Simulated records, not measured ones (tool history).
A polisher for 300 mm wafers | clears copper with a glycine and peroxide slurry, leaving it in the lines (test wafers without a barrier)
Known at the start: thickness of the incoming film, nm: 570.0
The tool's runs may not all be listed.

run  hour  flow of slurry (ml/min)  pressure of the wafer on the pad (psi)  speed of the pad under the wafer (m/s)  overpolish time after the end point (s)  time until the end point was called (s)  dishing of a wide line in a test structure (Å)
  1     0                      280                                     2.6                                       1                                       29                                   114.03                                          865.48
  2   5.8                      340                                     2.6                                       1                                       29                                    111.2                                          856.22
  3   6.8                      335                                     2.2                                    0.98                                       32                                   126.79                                          838.36
  4  12.5                      330                                     1.9                                    0.96                                       34                                   145.57                                          776.11
  5    16                      330                                     1.9                                    0.96                                       41                                   143.69                                          920.47
  6  16.8                      325                                     1.8                                    0.96                                       41                                   154.39                                          864.43

What does the tool deliver on the next run?
  7  20.8                      315                                     1.8                                    0.96                                       41                                        ?                                               ?

{"run 7": {"time until the end point was called (s)": 154.58, "dishing of a wide line in a test structure (Å)": 883.62}}

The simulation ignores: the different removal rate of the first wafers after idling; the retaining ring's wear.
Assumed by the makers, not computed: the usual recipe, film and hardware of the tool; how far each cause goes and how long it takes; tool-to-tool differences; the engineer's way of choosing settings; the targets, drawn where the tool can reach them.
